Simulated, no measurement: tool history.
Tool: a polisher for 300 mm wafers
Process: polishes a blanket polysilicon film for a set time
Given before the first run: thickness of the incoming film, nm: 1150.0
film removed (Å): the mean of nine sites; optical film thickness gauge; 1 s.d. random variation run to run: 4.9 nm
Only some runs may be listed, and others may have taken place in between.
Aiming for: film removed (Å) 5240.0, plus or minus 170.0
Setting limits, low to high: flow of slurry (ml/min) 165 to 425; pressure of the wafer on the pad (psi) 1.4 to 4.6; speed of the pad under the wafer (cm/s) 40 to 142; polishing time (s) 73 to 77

run	day	flow of slurry (ml/min)	pressure of the wafer on the pad (psi)	speed of the pad under the wafer (cm/s)	polishing time (s)	film removed (Å)
1	0.000	275	3.0	90	73	5907.3
2	0.312	275	2.9	90	73	5696.1
3	0.346	275	2.9	100	73	6311.4
4	0.700	275	2.8	100	73	6198.5
5	0.817	275	2.7	100	73	6015.3
6	0.975	275	2.7	114	73	6891.3
# day 1.000: worn pad replaced by a new one
7	1.000	270	1.9	112	73	5860.1
8	1.362	270	1.8	112	73	5688.5
9	1.517	270	1.7	112	73	5471.7
10	1.808	270	1.7	112	73	5467.1

4 candidate next runs follow, results not yet known. Just one meets every target within its allowed miss. Identify it.
A	2.100	240	2.0	100	73	?
B	2.100	330	1.6	100	73	?
C	2.100	270	1.4	104	76	?
D	2.100	290	1.5	106	73	?

move	film removed (Å)
A	5386.3
B	4965.4
C	4946.3
D	5034.2
A: in spec on every target
B: moves the result that the last run missed by most past its target, out the other side
C: moves the result that the last run missed by most past its target, out the other side
D: moves the result that the last run missed by most past its target, out the other side
Move A is the one to make.
